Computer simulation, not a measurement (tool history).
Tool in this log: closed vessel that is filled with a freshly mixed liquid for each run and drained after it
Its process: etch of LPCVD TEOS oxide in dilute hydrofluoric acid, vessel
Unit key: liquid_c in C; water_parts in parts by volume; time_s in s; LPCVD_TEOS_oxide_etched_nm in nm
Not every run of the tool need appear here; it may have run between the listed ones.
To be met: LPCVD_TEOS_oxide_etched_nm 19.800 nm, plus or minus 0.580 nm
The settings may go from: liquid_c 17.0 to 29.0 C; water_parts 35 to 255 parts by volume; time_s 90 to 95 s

run,hour,liquid_c,water_parts,time_s,LPCVD_TEOS_oxide_etched_nm
1,0.0,21.0,145,90,16.648
2,1.8,22.0,145,90,17.358
3,6.4,22.0,195,90,12.269
4,13.7,24.0,185,90,14.148
5,20.6,24.0,185,90,13.963
6,22.1,24.0,185,95,14.856
7,31.1,24.0,185,95,14.874
8,39.4,25.5,180,95,16.184
9,40.2,26.5,175,95,17.384
10,42.6,27.0,170,95,18.358

Exactly one of the 4 candidate moves below puts every result within its allowed miss. Which one?
A,45.0,28.5,175,95,?
B,45.0,26.5,170,95,?
C,45.0,22.5,145,95,?
D,45.0,25.0,150,95,?

move,LPCVD_TEOS_oxide_etched_nm
A,18.852
B,18.157
C,18.829
D,19.922
A: closer than the last run, but not yet in spec
B: lands further from the targets than the last run did
C: closer than the last run, but not yet in spec
D: every result within its allowed miss
Move D is the one to make.

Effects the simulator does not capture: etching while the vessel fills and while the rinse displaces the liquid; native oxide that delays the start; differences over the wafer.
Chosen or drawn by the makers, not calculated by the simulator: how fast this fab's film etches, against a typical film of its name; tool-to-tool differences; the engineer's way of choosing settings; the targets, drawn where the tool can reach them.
